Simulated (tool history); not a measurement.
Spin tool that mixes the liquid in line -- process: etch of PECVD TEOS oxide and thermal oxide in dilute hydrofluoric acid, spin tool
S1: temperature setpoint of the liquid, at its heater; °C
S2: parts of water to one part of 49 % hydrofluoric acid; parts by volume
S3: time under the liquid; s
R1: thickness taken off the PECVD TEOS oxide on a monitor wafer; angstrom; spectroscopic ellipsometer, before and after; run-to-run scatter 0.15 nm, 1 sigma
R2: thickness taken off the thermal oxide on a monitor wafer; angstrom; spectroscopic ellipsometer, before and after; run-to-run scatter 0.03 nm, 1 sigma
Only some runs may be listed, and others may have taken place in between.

run    day    S1   S2   S3      R1      R2
  1      0    25   90  135  353.17  74.608
  2  0.308    25   90  170  441.63  94.046
  3  0.388    23   90  170  408.08  86.751
  4  0.683  21.5   90  170  386.36  81.787
  5  0.842  20.5   90  170  371.28  78.516
  6  0.975  20.5  120  170  266.28  56.744
  7  1.196  21.5  120  170  277.86  59.402
  8  1.225    22  120  170  283.48   60.34
  9  1.471  22.5  120  170  291.32  61.433

Run 10 has not been measured yet. What should we expect?
 10  1.583  22.5  120  170   ?   ?

Run 10 yielded R1 289.23 angstrom, R2 61.324 angstrom.
